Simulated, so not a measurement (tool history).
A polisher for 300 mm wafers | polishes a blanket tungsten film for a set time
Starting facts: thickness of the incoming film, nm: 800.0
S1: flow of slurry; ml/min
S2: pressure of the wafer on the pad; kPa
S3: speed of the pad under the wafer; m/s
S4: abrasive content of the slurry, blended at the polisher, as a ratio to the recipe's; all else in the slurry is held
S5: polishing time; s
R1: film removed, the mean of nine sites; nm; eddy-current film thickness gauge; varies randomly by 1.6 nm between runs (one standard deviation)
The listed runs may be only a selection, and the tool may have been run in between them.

Run 1, hour 0: S1 285 ml/min, S2 29.6 kPa, S3 1.3 m/s, S4 1, S5 53 s. Result: R1 321.59 nm.
Run 2, hour 1.9: S1 285 ml/min, S2 29.6 kPa, S3 1.3 m/s, S4 1.1, S5 53 s. Result: R1 325.76 nm.
Run 3, hour 6: S1 280 ml/min, S2 26.2 kPa, S3 1.3 m/s, S4 1.1, S5 53 s. Result: R1 288.2 nm.
Run 4, hour 8.6: S1 280 ml/min, S2 26.2 kPa, S3 1.42 m/s, S4 1.1, S5 53 s. Result: R1 310.53 nm.
Run 5, hour 15.3: S1 275 ml/min, S2 23.4 kPa, S3 1.42 m/s, S4 1.1, S5 53 s. Result: R1 282.34 nm.
Run 6, hour 20.2: S1 275 ml/min, S2 23.4 kPa, S3 1.42 m/s, S4 0.9, S5 53 s. Result: R1 266.38 nm.
Run 7, hour 26.7: S1 270 ml/min, S2 22.1 kPa, S3 1.42 m/s, S4 0.9, S5 53 s. Result: R1 252.44 nm.
Run 8, hour 28: S1 265 ml/min, S2 20.7 kPa, S3 1.42 m/s, S4 0.9, S5 53 s. Result: R1 235.3 nm.
Run 9, hour 36.2: S1 250 ml/min, S2 20.7 kPa, S3 1.42 m/s, S4 0.9, S5 53 s. Result: R1 232.13 nm.

Predict the results of run 10:
Run 10, hour 44.2: S1 240 ml/min, S2 20.7 kPa, S3 1.42 m/s, S4 0.9, S5 53 s. Result: R1 ?.

Run 10 gave R1 233.75 nm.
